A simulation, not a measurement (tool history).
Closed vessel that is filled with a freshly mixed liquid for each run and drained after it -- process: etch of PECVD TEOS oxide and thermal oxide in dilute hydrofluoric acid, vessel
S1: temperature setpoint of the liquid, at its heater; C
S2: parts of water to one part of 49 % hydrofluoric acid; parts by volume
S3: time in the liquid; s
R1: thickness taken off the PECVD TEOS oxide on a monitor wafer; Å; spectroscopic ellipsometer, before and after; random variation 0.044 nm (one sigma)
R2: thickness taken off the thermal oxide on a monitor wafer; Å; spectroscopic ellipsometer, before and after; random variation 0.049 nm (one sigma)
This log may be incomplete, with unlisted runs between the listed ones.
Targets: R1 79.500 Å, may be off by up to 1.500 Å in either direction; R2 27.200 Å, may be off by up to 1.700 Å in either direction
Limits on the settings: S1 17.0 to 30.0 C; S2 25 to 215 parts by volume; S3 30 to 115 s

| run | hour | S1 | S2 | S3 | R1 | R2 |
|---|---|---|---|---|---|---|
| 1 | 0.0 | 22.0 | 120 | 60 | 59.073 | 20.255 |
| 2 | 6.4 | 19.5 | 120 | 60 | 53.466 | 17.901 |
| 3 | 11.2 | 21.5 | 120 | 60 | 57.453 | 20.161 |
| 4 | 19.9 | 22.5 | 115 | 60 | 63.153 | 21.132 |
| 5 | 27.0 | 23.5 | 115 | 60 | 65.415 | 23.103 |
| 6 | 34.3 | 24.0 | 115 | 60 | 67.354 | 23.072 |
| 7 | 39.3 | 24.5 | 115 | 60 | 68.413 | 22.905 |
| 8 | 44.6 | 25.0 | 115 | 60 | 69.571 | 24.473 |
| 9 | 50.5 | 25.5 | 115 | 60 | 71.219 | 23.991 |
| 10 | 56.3 | 26.0 | 115 | 60 | 73.245 | 25.102 |
| 11 | 63.9 | 26.5 | 115 | 60 | 73.495 | 25.488 |
| 12 | 67.2 | 27.0 | 115 | 60 | 75.005 | 25.769 |
| 13 | 68.0 | 27.5 | 115 | 60 | 76.534 | 26.078 |

4 candidate next runs follow, results not yet known. Just one meets every target within its allowed miss. Identify it.
| A | 68.8 | 17.0 | 115 | 85 | ? | ? |
| B | 68.8 | 28.5 | 115 | 60 | ? | ? |
| C | 68.8 | 22.5 | 105 | 65 | ? | ? |
| D | 68.8 | 23.0 | 110 | 65 | ? | ? |

| move | R1 | R2 |
|---|---|---|
| A | 71.629 | 25.489 |
| B | 79.781 | 28.390 |
| C | 75.955 | 27.029 |
| D | 73.527 | 26.165 |
A: its largest miss is bigger than the last run's
B: each result inside its tolerance
C: its largest miss is bigger than the last run's
D: its largest miss is bigger than the last run's
Go with B: it meets all targets.
